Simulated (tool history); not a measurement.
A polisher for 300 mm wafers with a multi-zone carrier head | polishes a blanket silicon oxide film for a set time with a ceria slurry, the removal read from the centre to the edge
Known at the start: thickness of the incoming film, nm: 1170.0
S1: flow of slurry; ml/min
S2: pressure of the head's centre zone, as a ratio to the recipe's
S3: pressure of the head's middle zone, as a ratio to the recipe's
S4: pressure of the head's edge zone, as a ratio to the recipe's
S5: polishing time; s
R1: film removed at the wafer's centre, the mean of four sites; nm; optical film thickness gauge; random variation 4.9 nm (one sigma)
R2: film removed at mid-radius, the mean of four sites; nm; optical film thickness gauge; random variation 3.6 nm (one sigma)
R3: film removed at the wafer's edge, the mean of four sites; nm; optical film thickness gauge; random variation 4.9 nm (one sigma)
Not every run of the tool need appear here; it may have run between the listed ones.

run	hour	S1	S2	S3	S4	S5	R1	R2	R3
1	0	215	1	1	1	61	360.88	337.11	343.18
2	8	185	1	1	1	61	350.04	321.66	324.81
3	13.6	185	1	1.05	1	61	348.9	343.05	332.05
4	19.2	185	1	1.11	1	61	346.65	357.8	323.39
5	23.3	220	1.02	1.13	1.02	63	381.46	377.31	348.09
6	32	220	1.02	1.06	1.02	63	384.04	361.38	343.18
7	39.5	240	1.01	1.09	1.02	66	398.22	397.25	370.26
8	42.3	260	1.02	1.12	1.02	67	409.19	412.5	377.38

For run 9, what comes out?
9	46.3	270	1.03	1.14	1.02	69	?	?	?

{"run 9": {"R1": 420.72, "R2": 435.19, "R3": 393.94}}

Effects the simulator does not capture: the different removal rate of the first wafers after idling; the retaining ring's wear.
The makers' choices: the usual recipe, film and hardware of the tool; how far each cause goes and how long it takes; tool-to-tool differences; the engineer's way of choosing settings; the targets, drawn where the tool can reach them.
